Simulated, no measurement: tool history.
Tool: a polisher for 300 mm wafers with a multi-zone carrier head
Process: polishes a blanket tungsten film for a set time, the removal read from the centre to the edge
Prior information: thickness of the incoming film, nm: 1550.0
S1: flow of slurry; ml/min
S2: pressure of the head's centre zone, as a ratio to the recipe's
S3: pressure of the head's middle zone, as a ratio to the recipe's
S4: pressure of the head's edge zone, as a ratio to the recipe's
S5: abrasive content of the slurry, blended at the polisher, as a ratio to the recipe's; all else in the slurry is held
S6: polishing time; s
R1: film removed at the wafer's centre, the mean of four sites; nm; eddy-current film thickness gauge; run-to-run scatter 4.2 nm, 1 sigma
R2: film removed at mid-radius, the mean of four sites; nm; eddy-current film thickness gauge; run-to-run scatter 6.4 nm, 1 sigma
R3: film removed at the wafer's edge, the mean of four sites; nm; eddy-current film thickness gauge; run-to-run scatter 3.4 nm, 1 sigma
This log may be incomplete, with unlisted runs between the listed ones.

run 1 hour=0 | S1=230 S2=1 S3=1 S4=1 S5=1 S6=78 | R1=414.29 R2=421.41 R3=411.53
run 2 hour=1.6 | S1=235 S2=0.99 S3=1.02 S4=1.02 S5=1 S6=78 | R1=407.44 R2=418.44 R3=415.29
run 3 hour=5.1 | S1=240 S2=0.98 S3=1.04 S4=1.02 S5=1.05 S6=78 | R1=419.19 R2=437.36 R3=418.64
run 4 hour=13.2 | S1=240 S2=0.98 S3=1.04 S4=0.97 S5=1.05 S6=78 | R1=405.27 R2=453.05 R3=416.06
run 5 hour=19.9 | S1=240 S2=0.98 S3=1.01 S4=0.97 S5=1.05 S6=78 | R1=410.49 R2=427.1 R3=411.76
run 6 hour=27.9 | S1=205 S2=0.98 S3=1.01 S4=0.97 S5=1.05 S6=78 | R1=405.57 R2=423.4 R3=405.5
run 7 hour=30 | S1=215 S2=0.96 S3=1.03 S4=0.99 S5=1.05 S6=78 | R1=393.32 R2=421.44 R3=404.28
run 8 hour=31.6 | S1=230 S2=0.95 S3=1.05 S4=1 S5=1.05 S6=78 | R1=394.45 R2=440.98 R3=421.4
run 9 hour=37.2 | S1=240 S2=0.95 S3=1.06 S4=1.01 S5=1.05 S6=78 | R1=399.77 R2=447.27 R3=416.38
run 10 hour=42 | S1=250 S2=0.93 S3=1.07 S4=1.02 S5=1.05 S6=78 | R1=390.7 R2=451.87 R3=420.5
run 11 hour=43 | S1=260 S2=0.92 S3=1.08 S4=1.03 S5=1.05 S6=78 | R1=387.76 R2=459.4 R3=419.14

What will run 12 give?
run 12 hour=49.1 | S1=260 S2=0.91 S3=1.09 S4=1.05 S5=1.1 S6=78 | R1=? R2=? R3=?

Run 12 gave R1 388 nm, R2 465.93 nm, R3 433.87 nm.
